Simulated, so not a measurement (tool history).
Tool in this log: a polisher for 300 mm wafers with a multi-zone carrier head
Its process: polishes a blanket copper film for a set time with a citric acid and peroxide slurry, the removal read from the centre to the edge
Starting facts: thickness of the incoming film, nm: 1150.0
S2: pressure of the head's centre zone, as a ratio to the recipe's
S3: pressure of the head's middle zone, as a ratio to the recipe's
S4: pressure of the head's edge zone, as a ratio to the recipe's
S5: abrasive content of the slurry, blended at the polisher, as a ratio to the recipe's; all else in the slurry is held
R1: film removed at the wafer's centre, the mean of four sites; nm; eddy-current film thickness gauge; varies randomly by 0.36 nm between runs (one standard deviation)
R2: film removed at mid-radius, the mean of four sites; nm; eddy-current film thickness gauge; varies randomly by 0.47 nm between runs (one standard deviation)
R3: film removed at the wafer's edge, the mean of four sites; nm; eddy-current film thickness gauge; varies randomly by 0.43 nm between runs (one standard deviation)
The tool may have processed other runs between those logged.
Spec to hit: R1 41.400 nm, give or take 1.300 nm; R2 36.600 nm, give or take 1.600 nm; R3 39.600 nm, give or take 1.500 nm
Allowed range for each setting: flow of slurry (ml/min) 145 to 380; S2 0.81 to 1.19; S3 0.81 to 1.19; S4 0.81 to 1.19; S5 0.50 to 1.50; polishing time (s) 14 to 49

{"run": 1, "day": 0.0, "flow of slurry (ml/min)": 245, "S2": 1.0, "S3": 1.0, "S4": 1.0, "S5": 1.0, "polishing time (s)": 31, "R1": 55.407, "R2": 62.783, "R3": 60.372}
{"run": 2, "day": 0.208, "flow of slurry (ml/min)": 245, "S2": 1.0, "S3": 0.97, "S4": 1.0, "S5": 1.0, "polishing time (s)": 31, "R1": 54.456, "R2": 61.467, "R3": 62.553}
{"run": 3, "day": 0.362, "flow of slurry (ml/min)": 245, "S2": 1.04, "S3": 0.95, "S4": 0.98, "S5": 0.9, "polishing time (s)": 29, "R1": 53.604, "R2": 54.988, "R3": 56.998}
{"run": 4, "day": 0.733, "flow of slurry (ml/min)": 245, "S2": 1.05, "S3": 0.94, "S4": 0.96, "S5": 0.8, "polishing time (s)": 27, "R1": 49.124, "R2": 50.425, "R3": 50.262}
{"run": 5, "day": 0.838, "flow of slurry (ml/min)": 245, "S2": 1.05, "S3": 0.94, "S4": 0.96, "S5": 0.95, "polishing time (s)": 27, "R1": 50.147, "R2": 50.889, "R3": 52.238}
{"run": 6, "day": 0.896, "flow of slurry (ml/min)": 245, "S2": 1.01, "S3": 0.94, "S4": 0.96, "S5": 0.95, "polishing time (s)": 27, "R1": 48.481, "R2": 50.267, "R3": 52.455}
{"run": 7, "day": 1.042, "flow of slurry (ml/min)": 245, "S2": 1.02, "S3": 0.92, "S4": 0.93, "S5": 0.85, "polishing time (s)": 26, "R1": 46.554, "R2": 47.053, "R3": 48.418}
{"run": 8, "day": 1.112, "flow of slurry (ml/min)": 245, "S2": 1.02, "S3": 0.92, "S4": 0.93, "S5": 0.85, "polishing time (s)": 26, "R1": 45.923, "R2": 47.259, "R3": 48.899}
{"day": 1.354, "done": "centre zone pressure recalibrated"}
{"run": 9, "day": 1.354, "flow of slurry (ml/min)": 245, "S2": 1.03, "S3": 0.9, "S4": 0.91, "S5": 0.8, "polishing time (s)": 25, "R1": 49.279, "R2": 44.056, "R3": 45.442}
{"run": 10, "day": 1.604, "flow of slurry (ml/min)": 205, "S2": 0.93, "S3": 0.84, "S4": 0.92, "S5": 0.6, "polishing time (s)": 22, "R1": 35.61, "R2": 34.704, "R3": 37.45}
{"run": 11, "day": 1.729, "flow of slurry (ml/min)": 220, "S2": 0.95, "S3": 0.84, "S4": 0.92, "S5": 0.6, "polishing time (s)": 22, "R1": 36.498, "R2": 34.625, "R3": 38.221}
{"run": 12, "day": 1.917, "flow of slurry (ml/min)": 230, "S2": 0.97, "S3": 0.85, "S4": 0.92, "S5": 0.6, "polishing time (s)": 22, "R1": 38.338, "R2": 34.753, "R3": 38.118}

Which single option among these 5 for the next run brings every result within its allowed miss of target? Just one does.
{"run": "A", "day": 2.104, "flow of slurry (ml/min)": 250, "S2": 0.9, "S3": 0.91, "S4": 0.92, "S5": 0.65, "polishing time (s)": 21, "R1": "?", "R2": "?", "R3": "?"}
{"run": "B", "day": 2.104, "flow of slurry (ml/min)": 185, "S2": 0.92, "S3": 0.9, "S4": 0.94, "S5": 0.6, "polishing time (s)": 21, "R1": "?", "R2": "?", "R3": "?"}
{"run": "C", "day": 2.104, "flow of slurry (ml/min)": 215, "S2": 0.94, "S3": 0.88, "S4": 0.94, "S5": 0.6, "polishing time (s)": 20, "R1": "?", "R2": "?", "R3": "?"}
{"run": "D", "day": 2.104, "flow of slurry (ml/min)": 190, "S2": 1.11, "S3": 0.83, "S4": 0.85, "S5": 0.7, "polishing time (s)": 21, "R1": "?", "R2": "?", "R3": "?"}
{"run": "E", "day": 2.104, "flow of slurry (ml/min)": 195, "S2": 1.0, "S3": 0.85, "S4": 0.9, "S5": 0.55, "polishing time (s)": 24, "R1": "?", "R2": "?", "R3": "?"}

move=A R1=34.583 R2=36.430 R3=37.803
move=B R1=33.487 R2=34.332 R3=36.666
move=C R1=33.304 R2=32.721 R3=35.437
move=D R1=41.668 R2=33.048 R3=36.063
move=E R1=41.357 R2=37.153 R3=40.734
A: further off than the last run
B: further off than the last run
C: further off than the last run
D: brings the result that was furthest off to its target, and leaves another outside
E: all results in spec
Correct choice: E, which meets every target
